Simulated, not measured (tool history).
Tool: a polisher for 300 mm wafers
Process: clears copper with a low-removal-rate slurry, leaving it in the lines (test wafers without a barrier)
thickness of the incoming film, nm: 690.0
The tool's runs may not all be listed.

run	day	flow of slurry (ml/min)	pressure of the wafer on the pad (psi)	speed of the pad under the wafer (m/s)	abrasive content of the slurry	overpolish time after the end point (s)	time until the end point was called (s)	dishing of a wide line in a test structure (nm)
1	0	305	3.9	1.4	1	19	155.02	50.842
2	0.35	275	3.9	1.4	1	19	154.68	50.439
3	0.633	275	3.9	1.4	1	13	153.89	36.402
4	0.862	275	3.5	1.4	1	13	171.59	34.354
5	1.117	275	4.1	1.4	1	13	146.84	38.519
6	1.45	275	4.1	1.4	1	7	146.77	22.679
7	1.554	275	4.4	1.4	1	7	138.78	23.645
8	1.838	275	4.7	1.4	1	7	128.38	25.806
9	2.188	275	4.9	1.4	1	7	123.58	26.43
10	2.346	280	5.1	1.4	1	7	119.18	25.859
11	2.579	280	5.3	1.4	1	7	115.01	28.541
12	2.742	305	5.4	1.4	1	7	114.07	28.871
13	3.054	295	5.5	1.4	1	7	109.4	28.666
14	3.179	290	5.6	1.4	1	7	108.3	29.06
15	3.379	280	5.7	1.4	1	7	107.59	30.454

Forecast run 16:
16	3.65	365	5.7	1.44	1	6	?	?

{"run 16": {"time until the end point was called (s)": 102.01, "dishing of a wide line in a test structure (nm)": 27.929}}
